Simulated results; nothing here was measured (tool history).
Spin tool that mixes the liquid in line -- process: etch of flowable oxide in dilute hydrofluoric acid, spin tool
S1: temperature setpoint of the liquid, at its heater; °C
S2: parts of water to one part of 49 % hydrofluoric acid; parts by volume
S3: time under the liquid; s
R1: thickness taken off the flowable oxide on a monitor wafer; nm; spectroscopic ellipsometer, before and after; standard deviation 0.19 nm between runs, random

run	day	S1	S2	S3	R1
1	0.000	21.0	115	30	6.3368
2	0.192	18.0	115	30	5.6688
3	0.525	21.5	115	30	6.5042
4	0.642	23.5	95	30	8.6877
5	0.792	25.0	80	30	11.1550
6	1.133	25.0	80	30	11.1900
7	1.433	29.0	30	30	38.0850
8	1.679	27.0	30	30	34.2360
9	1.875	24.5	30	30	30.9670

Run 10 comes next. What will it give?
10	2.075	23.0	35	30	?

{"run 10": {"R1": 25.205}}

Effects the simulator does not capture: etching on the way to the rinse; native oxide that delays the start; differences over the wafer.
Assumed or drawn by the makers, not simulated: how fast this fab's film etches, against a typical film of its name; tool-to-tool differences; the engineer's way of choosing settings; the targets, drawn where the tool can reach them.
